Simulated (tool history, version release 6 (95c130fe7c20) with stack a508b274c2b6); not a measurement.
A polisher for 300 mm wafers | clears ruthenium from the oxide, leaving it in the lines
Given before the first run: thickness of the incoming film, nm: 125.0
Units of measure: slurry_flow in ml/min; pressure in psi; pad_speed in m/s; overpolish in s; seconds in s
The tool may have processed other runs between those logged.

run	hour	slurry_flow	pressure	pad_speed	overpolish	seconds
1	0.0	145	1.6	0.94	8	141.74
2	1.1	140	1.3	0.90	8	177.36
3	5.2	140	1.3	0.90	8	180.27
4	12.3	140	1.1	0.88	8	212.70
5	19.7	140	1.3	0.88	8	181.34
6	20.3	140	1.1	0.86	8	214.85
7	23.1	140	1.0	0.86	8	235.60

Run 8, settings as shown, results not yet in. Your forecast:
8	25.6	140	0.9	0.86	8	?

seconds: 256.62 s
